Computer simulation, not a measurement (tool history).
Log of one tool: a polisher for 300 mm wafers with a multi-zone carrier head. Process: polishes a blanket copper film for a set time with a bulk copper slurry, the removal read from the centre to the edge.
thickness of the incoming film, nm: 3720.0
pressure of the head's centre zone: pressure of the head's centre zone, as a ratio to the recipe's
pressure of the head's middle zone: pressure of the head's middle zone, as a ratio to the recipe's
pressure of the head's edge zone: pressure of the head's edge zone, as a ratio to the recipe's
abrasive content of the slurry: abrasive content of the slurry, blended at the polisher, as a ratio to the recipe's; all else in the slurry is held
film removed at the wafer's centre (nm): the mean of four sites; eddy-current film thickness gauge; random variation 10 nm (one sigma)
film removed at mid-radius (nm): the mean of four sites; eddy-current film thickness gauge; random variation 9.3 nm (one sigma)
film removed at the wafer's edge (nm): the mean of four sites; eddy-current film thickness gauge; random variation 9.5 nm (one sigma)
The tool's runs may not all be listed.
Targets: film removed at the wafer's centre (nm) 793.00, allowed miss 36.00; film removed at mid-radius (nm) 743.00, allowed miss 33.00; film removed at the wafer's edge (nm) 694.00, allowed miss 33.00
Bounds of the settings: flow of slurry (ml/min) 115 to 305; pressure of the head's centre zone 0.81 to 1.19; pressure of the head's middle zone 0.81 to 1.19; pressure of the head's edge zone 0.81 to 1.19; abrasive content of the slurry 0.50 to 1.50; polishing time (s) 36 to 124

run,day,flow of slurry (ml/min),pressure of the head's centre zone,pressure of the head's middle zone,pressure of the head's edge zone,abrasive content of the slurry,polishing time (s),film removed at the wafer's centre (nm),film removed at mid-radius (nm),film removed at the wafer's edge (nm)
1,0.000,195,1.00,1.00,1.00,1.00,79,841.19,946.56,956.48
2,0.300,195,0.94,1.00,1.00,1.00,79,765.86,960.43,967.18
3,0.354,195,0.98,1.00,0.97,0.90,77,792.14,884.65,884.11
4,0.658,145,0.98,1.00,0.97,0.90,77,729.40,848.31,869.81
5,0.754,150,1.00,1.01,0.94,0.85,76,733.90,837.70,849.41
6,1.050,150,1.00,1.09,0.94,0.85,76,727.41,902.58,834.35
7,1.217,155,1.03,1.08,0.92,0.80,75,760.89,881.59,821.67
8,1.558,160,1.05,1.07,0.90,0.75,73,739.57,836.01,789.52
9,1.779,160,1.05,1.07,0.90,0.75,73,723.16,829.44,770.17
10,2.008,165,1.08,1.06,0.88,0.70,73,749.40,823.99,769.13
11,2.121,175,1.10,1.05,0.86,0.65,72,768.68,808.39,752.45
12,2.433,175,1.12,1.04,0.85,0.60,71,742.87,783.53,718.48

Which of these 5 next moves meets every target?
A,2.746,235,1.16,1.15,0.81,0.50,65,?,?,?
B,2.746,195,1.08,1.17,0.82,0.50,72,?,?,?
C,2.746,135,0.99,1.10,0.95,0.55,77,?,?,?
D,2.746,200,1.19,0.99,0.82,0.55,70,?,?,?
E,2.746,155,1.18,0.98,0.94,0.70,71,?,?,?

move,film removed at the wafer's centre (nm),film removed at mid-radius (nm),film removed at the wafer's edge (nm)
A,718.01,805.39,644.59
B,717.56,881.35,703.14
C,656.63,844.07,775.80
D,786.20,758.97,699.61
E,785.47,762.52,764.04
A: further off than the last run
B: further off than the last run
C: further off than the last run
D: meets every target
E: brings the result that was furthest off to its target, and leaves another outside
Answer: D

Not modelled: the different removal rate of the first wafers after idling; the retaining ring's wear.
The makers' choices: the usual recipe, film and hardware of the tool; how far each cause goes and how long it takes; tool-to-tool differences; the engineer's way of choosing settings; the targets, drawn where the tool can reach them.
